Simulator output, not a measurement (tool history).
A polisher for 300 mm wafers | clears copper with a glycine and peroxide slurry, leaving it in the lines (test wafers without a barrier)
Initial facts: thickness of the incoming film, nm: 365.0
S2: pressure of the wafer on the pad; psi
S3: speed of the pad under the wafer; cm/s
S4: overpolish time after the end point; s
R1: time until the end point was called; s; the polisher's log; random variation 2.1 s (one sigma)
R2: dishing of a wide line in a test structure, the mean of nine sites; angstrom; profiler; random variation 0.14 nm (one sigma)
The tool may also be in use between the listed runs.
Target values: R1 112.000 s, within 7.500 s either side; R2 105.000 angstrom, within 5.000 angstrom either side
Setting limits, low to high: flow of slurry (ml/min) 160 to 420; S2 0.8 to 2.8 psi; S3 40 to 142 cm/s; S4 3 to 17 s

Run 1, hour 0.0: flow of slurry (ml/min) 270, S2 1.8 psi, S3 90 cm/s, S4 9 s. Result: R1 94.590 s, R2 212.690 angstrom.
Run 2, hour 6.2: flow of slurry (ml/min) 270, S2 1.7 psi, S3 88 cm/s, S4 8 s. Result: R1 97.191 s, R2 182.040 angstrom.
Run 3, hour 9.7: flow of slurry (ml/min) 270, S2 1.7 psi, S3 88 cm/s, S4 10 s. Result: R1 98.884 s, R2 225.080 angstrom.
Run 4, hour 14.9: flow of slurry (ml/min) 270, S2 1.7 psi, S3 88 cm/s, S4 7 s. Result: R1 100.360 s, R2 160.090 angstrom.
Run 5, hour 21.8: flow of slurry (ml/min) 270, S2 1.7 psi, S3 110 cm/s, S4 7 s. Result: R1 85.423 s, R2 182.720 angstrom.
Run 6, hour 25.4: flow of slurry (ml/min) 210, S2 1.7 psi, S3 110 cm/s, S4 7 s. Result: R1 85.799 s, R2 179.730 angstrom.
Run 7, hour 29.7: flow of slurry (ml/min) 205, S2 1.2 psi, S3 96 cm/s, S4 4 s. Result: R1 118.000 s, R2 80.210 angstrom.
Run 8, hour 36.3: flow of slurry (ml/min) 205, S2 1.2 psi, S3 96 cm/s, S4 4 s. Result: R1 119.130 s, R2 82.044 angstrom.
Run 9, hour 44.9: flow of slurry (ml/min) 210, S2 1.2 psi, S3 96 cm/s, S4 4 s. Result: R1 116.330 s, R2 81.505 angstrom.
Run 10, hour 51.0: flow of slurry (ml/min) 215, S2 1.2 psi, S3 94 cm/s, S4 4 s. Result: R1 120.310 s, R2 79.409 angstrom.
Run 11, hour 53.0: flow of slurry (ml/min) 215, S2 1.3 psi, S3 92 cm/s, S4 4 s. Result: R1 114.360 s, R2 81.458 angstrom.
Run 12, hour 57.0: flow of slurry (ml/min) 225, S2 1.3 psi, S3 94 cm/s, S4 4 s. Result: R1 113.130 s, R2 85.076 angstrom.

Next run, 4 choices. One meets every target within its allowed miss, the rest don't. Which?
Run A, hour 61.0: flow of slurry (ml/min) 230, S2 1.3 psi, S3 98 cm/s, S4 3 s. Result: R1 ?, R2 ?.
Run B, hour 61.0: flow of slurry (ml/min) 265, S2 1.6 psi, S3 78 cm/s, S4 3 s. Result: R1 ?, R2 ?.
Run C, hour 61.0: flow of slurry (ml/min) 225, S2 1.5 psi, S3 86 cm/s, S4 5 s. Result: R1 ?, R2 ?.
Run D, hour 61.0: flow of slurry (ml/min) 260, S2 1.2 psi, S3 96 cm/s, S4 6 s. Result: R1 ?, R2 ?.

move       R1       R2
   A  109.560   67.283
   B  112.410   65.803
   C  110.930  108.820
   D  114.570  124.950
A: misses by more than the last run did
B: misses by more than the last run did
C: every result within its allowed miss
D: pushes the last run's worst result past its target
So the answer is move C, the one that meets all the targets.
